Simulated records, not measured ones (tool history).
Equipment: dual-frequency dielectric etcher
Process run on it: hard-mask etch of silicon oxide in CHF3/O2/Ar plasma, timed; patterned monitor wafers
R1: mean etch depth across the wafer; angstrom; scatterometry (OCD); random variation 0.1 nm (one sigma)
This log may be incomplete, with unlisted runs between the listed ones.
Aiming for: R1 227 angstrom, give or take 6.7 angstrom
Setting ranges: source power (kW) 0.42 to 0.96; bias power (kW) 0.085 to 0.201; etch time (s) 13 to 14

Run 1, hour 0: source power (kW) 0.69, bias power (kW) 0.143, etch time (s) 14. Result: R1 270.24 angstrom.
Run 2, hour 8.9: source power (kW) 0.69, bias power (kW) 0.143, etch time (s) 14. Result: R1 270.65 angstrom.
Run 3, hour 14.1: source power (kW) 0.65, bias power (kW) 0.138, etch time (s) 14. Result: R1 262.09 angstrom.
Run 4, hour 15.1: source power (kW) 0.65, bias power (kW) 0.138, etch time (s) 14. Result: R1 262.91 angstrom.
Run 5, hour 15.8: source power (kW) 0.65, bias power (kW) 0.158, etch time (s) 14. Result: R1 270.82 angstrom.
Run 6, hour 17.5: source power (kW) 0.61, bias power (kW) 0.152, etch time (s) 14. Result: R1 261.85 angstrom.
Run 7, hour 22.1: source power (kW) 0.58, bias power (kW) 0.148, etch time (s) 14. Result: R1 253.76 angstrom.
Run 8, hour 23: source power (kW) 0.44, bias power (kW) 0.133, etch time (s) 13.5. Result: R1 211.22 angstrom.
Run 9, hour 25.5: source power (kW) 0.46, bias power (kW) 0.134, etch time (s) 13.5. Result: R1 215.66 angstrom.
Run 10, hour 26.2: source power (kW) 0.47, bias power (kW) 0.135, etch time (s) 13.5. Result: R1 219.36 angstrom.

Which of these 4 next moves meets every target?
Run A, hour 26.9: source power (kW) 0.53, bias power (kW) 0.111, etch time (s) 13. Result: R1 ?.
Run B, hour 26.9: source power (kW) 0.42, bias power (kW) 0.15, etch time (s) 13. Result: R1 ?.
Run C, hour 26.9: source power (kW) 0.44, bias power (kW) 0.144, etch time (s) 13. Result: R1 ?.
Run D, hour 26.9: source power (kW) 0.56, bias power (kW) 0.137, etch time (s) 13. Result: R1 ?.

move      R1
   A  209.28
   B   206.9
   C  208.46
   D  227.78
A: misses by more than the last run did
B: misses by more than the last run did
C: misses by more than the last run did
D: in spec on every target
Correct choice: D, which meets every target

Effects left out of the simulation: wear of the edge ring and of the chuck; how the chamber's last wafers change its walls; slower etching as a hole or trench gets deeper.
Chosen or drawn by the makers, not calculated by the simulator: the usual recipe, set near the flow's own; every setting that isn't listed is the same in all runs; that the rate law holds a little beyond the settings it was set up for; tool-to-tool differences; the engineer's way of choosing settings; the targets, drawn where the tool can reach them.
